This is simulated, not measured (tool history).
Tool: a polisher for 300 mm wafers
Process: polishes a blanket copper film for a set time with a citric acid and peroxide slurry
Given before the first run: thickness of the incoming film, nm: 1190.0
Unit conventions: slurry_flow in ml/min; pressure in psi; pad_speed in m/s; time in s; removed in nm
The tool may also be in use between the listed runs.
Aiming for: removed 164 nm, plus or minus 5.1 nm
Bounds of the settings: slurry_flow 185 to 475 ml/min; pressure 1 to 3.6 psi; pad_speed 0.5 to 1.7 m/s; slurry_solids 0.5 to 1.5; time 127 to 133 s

Run 1, day 0: slurry_flow 305 ml/min, pressure 2.3 psi, pad_speed 1.1 m/s, slurry_solids 1, time 127 s. Result: removed 259.24 nm.
Run 2, day 0.038: slurry_flow 305 ml/min, pressure 2.3 psi, pad_speed 1.1 m/s, slurry_solids 1, time 133 s. Result: removed 273.73 nm.
Run 3, day 0.238: slurry_flow 305 ml/min, pressure 2.7 psi, pad_speed 1.1 m/s, slurry_solids 1, time 133 s. Result: removed 319.76 nm.
Run 4, day 0.525: slurry_flow 305 ml/min, pressure 2.7 psi, pad_speed 1.1 m/s, slurry_solids 0.85, time 133 s. Result: removed 311.39 nm.
Run 5, day 0.792: slurry_flow 305 ml/min, pressure 2.7 psi, pad_speed 1.1 m/s, slurry_solids 0.85, time 133 s. Result: removed 314.8 nm.
Run 6, day 1.092: slurry_flow 345 ml/min, pressure 2.7 psi, pad_speed 1.1 m/s, slurry_solids 0.85, time 133 s. Result: removed 314.25 nm.
Run 7, day 1.362: slurry_flow 345 ml/min, pressure 2.4 psi, pad_speed 1.1 m/s, slurry_solids 0.85, time 133 s. Result: removed 280.69 nm.
Run 8, day 1.617: slurry_flow 345 ml/min, pressure 2.2 psi, pad_speed 1.1 m/s, slurry_solids 0.85, time 133 s. Result: removed 257.84 nm.
Run 9, day 1.829: slurry_flow 345 ml/min, pressure 2 psi, pad_speed 1.1 m/s, slurry_solids 0.85, time 133 s. Result: removed 237.93 nm.
Run 10, day 1.917: slurry_flow 345 ml/min, pressure 1.9 psi, pad_speed 1.1 m/s, slurry_solids 0.85, time 133 s. Result: removed 224.01 nm.
Run 11, day 2.25: slurry_flow 345 ml/min, pressure 1.8 psi, pad_speed 1.1 m/s, slurry_solids 0.85, time 133 s. Result: removed 211.4 nm.
Run 12, day 2.558: slurry_flow 340 ml/min, pressure 1.7 psi, pad_speed 1.1 m/s, slurry_solids 0.85, time 133 s. Result: removed 205.8 nm.

5 next moves are on the table. One of them brings every result within its allowed miss. Which?
Run A, day 2.867: slurry_flow 350 ml/min, pressure 2 psi, pad_speed 1.04 m/s, slurry_solids 0.75, time 133 s. Result: removed ?.
Run B, day 2.867: slurry_flow 335 ml/min, pressure 1.8 psi, pad_speed 1.26 m/s, slurry_solids 0.6, time 133 s. Result: removed ?.
Run C, day 2.867: slurry_flow 315 ml/min, pressure 2.2 psi, pad_speed 1.12 m/s, slurry_solids 0.9, time 133 s. Result: removed ?.
Run D, day 2.867: slurry_flow 375 ml/min, pressure 2.1 psi, pad_speed 1.08 m/s, slurry_solids 1, time 132 s. Result: removed ?.
Run E, day 2.867: slurry_flow 250 ml/min, pressure 1.7 psi, pad_speed 1.02 m/s, slurry_solids 0.55, time 127 s. Result: removed ?.

move  removed
   A   219.29
   B   230.11
   C   263.52
   D   248.84
   E   163.41
A: its largest miss is bigger than the last run's
B: its largest miss is bigger than the last run's
C: its largest miss is bigger than the last run's
D: its largest miss is bigger than the last run's
E: each result inside its tolerance
Correct choice: E, which meets every target
